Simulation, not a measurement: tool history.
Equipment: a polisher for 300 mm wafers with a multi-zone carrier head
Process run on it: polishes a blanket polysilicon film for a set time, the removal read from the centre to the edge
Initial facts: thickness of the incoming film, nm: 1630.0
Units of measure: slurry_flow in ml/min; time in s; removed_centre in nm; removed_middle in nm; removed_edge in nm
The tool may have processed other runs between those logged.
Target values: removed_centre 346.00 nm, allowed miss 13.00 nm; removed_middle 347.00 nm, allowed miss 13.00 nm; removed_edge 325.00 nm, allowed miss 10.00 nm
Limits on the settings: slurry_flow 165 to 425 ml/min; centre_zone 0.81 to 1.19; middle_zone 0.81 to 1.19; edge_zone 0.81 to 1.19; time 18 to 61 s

run	hour	slurry_flow	centre_zone	middle_zone	edge_zone	time	removed_centre	removed_middle	removed_edge
1	0.0	275	1.00	1.00	1.00	39	211.24	227.12	226.53
2	6.6	285	1.05	1.03	1.03	42	249.34	250.21	251.78
3	13.3	285	1.01	1.03	1.03	42	234.38	249.91	249.91
4	14.5	285	1.01	0.97	1.03	42	231.79	237.44	250.23
5	16.3	285	1.01	0.97	1.03	50	276.76	281.42	298.37
6	23.0	295	1.04	1.02	1.04	50	289.43	304.56	300.16
7	26.9	305	1.07	1.04	1.06	50	305.34	303.79	305.17
8	29.0	305	1.08	1.07	1.07	50	301.96	307.07	306.86
9	29.7	310	1.10	1.09	1.07	51	314.31	315.82	309.61
10	30.3	325	1.15	1.17	1.10	54	354.07	360.81	339.34
11	34.7	320	1.15	1.16	1.09	54	352.85	362.85	329.67

5 candidate next runs follow, results not yet known. Just one meets every target within its allowed miss. Identify it.
A	39.1	200	1.18	1.15	1.07	55	?	?	?
B	39.1	355	1.19	1.08	1.12	55	?	?	?
C	39.1	380	1.19	1.17	1.01	51	?	?	?
D	39.1	320	1.01	1.19	1.10	56	?	?	?
E	39.1	280	1.18	1.19	1.01	55	?	?	?

move	removed_centre	removed_middle	removed_edge
A	338.84	347.40	322.20
B	368.12	352.03	347.05
C	343.66	351.67	306.81
D	314.76	386.40	347.20
E	356.17	374.11	323.69
A: each result inside its tolerance
B: brings the last run's worst result on target, with another outside its allowed miss
C: brings the last run's worst result on target, with another outside its allowed miss
D: its largest miss is bigger than the last run's
E: its largest miss is bigger than the last run's
Go with A: it meets all targets.
